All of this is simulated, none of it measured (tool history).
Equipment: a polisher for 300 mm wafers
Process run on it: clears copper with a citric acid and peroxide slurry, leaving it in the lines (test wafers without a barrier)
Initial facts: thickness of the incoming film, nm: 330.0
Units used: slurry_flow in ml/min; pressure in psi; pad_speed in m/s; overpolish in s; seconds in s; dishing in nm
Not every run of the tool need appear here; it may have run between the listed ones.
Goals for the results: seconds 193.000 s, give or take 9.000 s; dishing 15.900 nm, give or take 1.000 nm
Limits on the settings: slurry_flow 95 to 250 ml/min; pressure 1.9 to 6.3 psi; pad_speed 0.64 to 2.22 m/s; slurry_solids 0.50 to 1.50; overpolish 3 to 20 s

Run 1, hour 0.0: slurry_flow 160 ml/min, pressure 4.1 psi, pad_speed 1.42 m/s, slurry_solids 1.00, overpolish 10 s. Result: seconds 77.631 s, dishing 31.074 nm.
Run 2, hour 0.9: slurry_flow 190 ml/min, pressure 4.1 psi, pad_speed 1.42 m/s, slurry_solids 1.00, overpolish 10 s. Result: seconds 76.357 s, dishing 31.407 nm.
Run 3, hour 9.1: slurry_flow 190 ml/min, pressure 3.6 psi, pad_speed 1.30 m/s, slurry_solids 1.00, overpolish 10 s. Result: seconds 97.104 s, dishing 25.733 nm.
Run 4, hour 17.5: slurry_flow 190 ml/min, pressure 3.6 psi, pad_speed 1.52 m/s, slurry_solids 1.00, overpolish 10 s. Result: seconds 82.572 s, dishing 29.827 nm.
Run 5, hour 19.8: slurry_flow 190 ml/min, pressure 3.2 psi, pad_speed 1.42 m/s, slurry_solids 1.00, overpolish 10 s. Result: seconds 97.921 s, dishing 25.189 nm.
Run 6, hour 25.7: slurry_flow 150 ml/min, pressure 3.2 psi, pad_speed 1.42 m/s, slurry_solids 1.00, overpolish 10 s. Result: seconds 101.790 s, dishing 24.920 nm.
Run 7, hour 29.4: slurry_flow 150 ml/min, pressure 2.9 psi, pad_speed 1.34 m/s, slurry_solids 1.00, overpolish 10 s. Result: seconds 118.250 s, dishing 21.624 nm.
Run 8, hour 37.3: slurry_flow 135 ml/min, pressure 1.9 psi, pad_speed 1.02 m/s, slurry_solids 0.95, overpolish 12 s. Result: seconds 238.650 s, dishing 13.231 nm.
Run 9, hour 39.3: slurry_flow 140 ml/min, pressure 2.0 psi, pad_speed 1.02 m/s, slurry_solids 0.95, overpolish 12 s. Result: seconds 220.340 s, dishing 14.254 nm.
Run 10, hour 42.6: slurry_flow 145 ml/min, pressure 2.1 psi, pad_speed 1.02 m/s, slurry_solids 0.95, overpolish 12 s. Result: seconds 213.200 s, dishing 14.872 nm.
Run 11, hour 49.2: slurry_flow 150 ml/min, pressure 2.1 psi, pad_speed 1.02 m/s, slurry_solids 0.95, overpolish 12 s. Result: seconds 203.530 s, dishing 14.948 nm.
Run 12, hour 53.7: slurry_flow 155 ml/min, pressure 2.1 psi, pad_speed 1.02 m/s, slurry_solids 0.95, overpolish 12 s. Result: seconds 213.240 s, dishing 14.859 nm.

Exactly one of the 5 candidate moves below puts every result within its allowed miss. Which one?
Run A, hour 58.2: slurry_flow 135 ml/min, pressure 2.4 psi, pad_speed 1.10 m/s, slurry_solids 1.00, overpolish 9 s. Result: seconds ?, dishing ?.
Run B, hour 58.2: slurry_flow 155 ml/min, pressure 2.9 psi, pad_speed 0.76 m/s, slurry_solids 1.10, overpolish 12 s. Result: seconds ?, dishing ?.
Run C, hour 58.2: slurry_flow 185 ml/min, pressure 2.6 psi, pad_speed 0.86 m/s, slurry_solids 1.05, overpolish 10 s. Result: seconds ?, dishing ?.
Run D, hour 58.2: slurry_flow 160 ml/min, pressure 2.2 psi, pad_speed 1.22 m/s, slurry_solids 0.85, overpolish 11 s. Result: seconds ?, dishing ?.
Run E, hour 58.2: slurry_flow 100 ml/min, pressure 2.7 psi, pad_speed 1.10 m/s, slurry_solids 0.75, overpolish 9 s. Result: seconds ?, dishing ?.

move  seconds  dishing
   A  171.490   13.304
   B  194.740   15.534
   C  190.950   13.301
   D  173.370   15.858
   E  173.320   13.199
A: pushes the last run's worst result past its target
B: in spec on every target
C: gets the furthest-off result to its target, but another result is out of tolerance
D: pushes the last run's worst result past its target
E: pushes the last run's worst result past its target
Move B is the one to make.
